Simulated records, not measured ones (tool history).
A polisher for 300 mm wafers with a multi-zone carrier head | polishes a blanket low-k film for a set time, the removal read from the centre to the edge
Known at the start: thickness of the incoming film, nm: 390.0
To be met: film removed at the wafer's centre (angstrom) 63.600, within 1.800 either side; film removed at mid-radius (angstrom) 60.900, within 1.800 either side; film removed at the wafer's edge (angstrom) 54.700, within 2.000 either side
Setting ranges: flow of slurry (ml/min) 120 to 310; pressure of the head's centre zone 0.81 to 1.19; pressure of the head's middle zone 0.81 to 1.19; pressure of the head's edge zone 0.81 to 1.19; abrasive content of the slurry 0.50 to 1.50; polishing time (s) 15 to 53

run  hour  flow of slurry (ml/min)  pressure of the head's centre zone  pressure of the head's middle zone  pressure of the head's edge zone  abrasive content of the slurry  polishing time (s)  film removed at the wafer's centre (angstrom)  film removed at mid-radius (angstrom)  film removed at the wafer's edge (angstrom)
  1   0.0                      200                                1.00                                1.00                              1.00                            1.00                  34                                         90.937                                 93.075                                       90.236
  2   1.7                      200                                1.00                                0.93                              1.00                            1.00                  34                                         90.853                                 89.552                                       90.530
  3   8.2                      200                                1.00                                0.96                              1.00                            1.00                  34                                         89.769                                 92.261                                       90.107
  4  10.9                      200                                1.00                                0.96                              1.00                            1.10                  34                                         94.491                                 95.192                                       94.802
  5  12.3                      225                                1.00                                0.96                              1.00                            1.10                  34                                         96.532                                 96.139                                       95.170
  6  16.0                      185                                1.00                                0.96                              1.00                            1.10                  34                                         94.580                                 94.500                                       94.240
  7  23.7                      185                                1.01                                0.96                              0.98                            1.00                  33                                         88.019                                 87.685                                       87.208
  8  25.0                      200                                1.02                                0.97                              0.96                            0.90                  32                                         81.822                                 82.242                                       77.161
  9  31.6                      200                                1.02                                0.95                              0.95                            0.85                  32                                         79.587                                 78.740                                       75.393
 10  32.8                      205                                1.02                                0.94                              0.94                            0.80                  32                                         77.354                                 75.084                                       73.426
 11  40.5                      210                                1.03                                0.95                              0.93                            0.75                  32                                         74.637                                 72.450                                       69.806
 12  42.0                      210                                1.04                                0.95                              0.92                            0.70                  32                                         71.992                                 70.306                                       66.193
 13  50.5                      210                                1.04                                0.95                              0.91                            0.65                  32                                         69.110                                 66.698                                       63.353
 14  58.4                      210                                1.04                                0.95                              0.90                            0.65                  32                                         67.791                                 65.671                                       62.558
 15  60.8                      210                                1.05                                0.95                              0.89                            0.65                  32                                         67.974                                 65.885                                       62.557
 16  65.0                      210                                1.06                                0.96                              0.88                            0.65                  32                                         70.838                                 67.101                                       62.470
 17  72.0                      210                                1.06                                0.96                              0.87                            0.65                  32                                         69.807                                 67.824                                       61.240

Which of these 4 next moves meets every target?
  A  79.0                      200                                1.09                                1.09                              0.85                            0.55                  38                                              ?                                      ?                                            ?
  B  79.0                      270                                1.18                                1.19                              0.81                            0.70                  30                                              ?                                      ?                                            ?
  C  79.0                      220                                1.06                                0.97                              0.83                            0.60                  31                                              ?                                      ?                                            ?
  D  79.0                      260                                1.06                                1.06                              0.90                            0.65                  33                                              ?                                      ?                                            ?

move  film removed at the wafer's centre (angstrom)  film removed at mid-radius (angstrom)  film removed at the wafer's edge (angstrom)
   A                                         73.825                                 75.629                                       62.221
   B                                         78.742                                 78.663                                       59.112
   C                                         63.575                                 62.008                                       54.382
   D                                         73.430                                 75.692                                       64.598
A: its largest miss is bigger than the last run's
B: its largest miss is bigger than the last run's
C: each result inside its tolerance
D: its largest miss is bigger than the last run's
So the answer is move C, the one that meets all the targets.
